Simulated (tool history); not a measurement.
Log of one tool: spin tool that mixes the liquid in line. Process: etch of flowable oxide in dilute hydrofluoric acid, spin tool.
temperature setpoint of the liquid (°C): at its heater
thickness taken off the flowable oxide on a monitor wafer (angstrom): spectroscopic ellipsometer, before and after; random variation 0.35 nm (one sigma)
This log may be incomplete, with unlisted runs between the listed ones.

run    day  temperature setpoint of the liquid (°C)  parts of water to one part of 49 % hydrofluoric acid (parts by volume)  time under the liquid (s)  thickness taken off the flowable oxide on a monitor wafer (angstrom)
  1  0.000                                     23.0                                                                     100                         55                                                                285.20
  2  0.358                                     23.0                                                                     130                         55                                                                212.46
  3  0.396                                     23.0                                                                     150                         55                                                                178.59
  4  0.462                                     21.5                                                                     150                         55                                                                168.71
  5  0.512                                     23.5                                                                     120                         55                                                                236.16
  6  0.608                                     23.5                                                                     140                         55                                                                197.43
  7  0.679                                     25.0                                                                     110                         55                                                                274.64
  8  0.875                                     26.5                                                                      90                         55                                                                366.78

Run 9 is up next; what results do you expect?
  9  1.192                                     27.5                                                                      80                         55                                                                     ?

For run 9 the tool returned thickness taken off the flowable oxide on a monitor wafer (angstrom) 435.35.
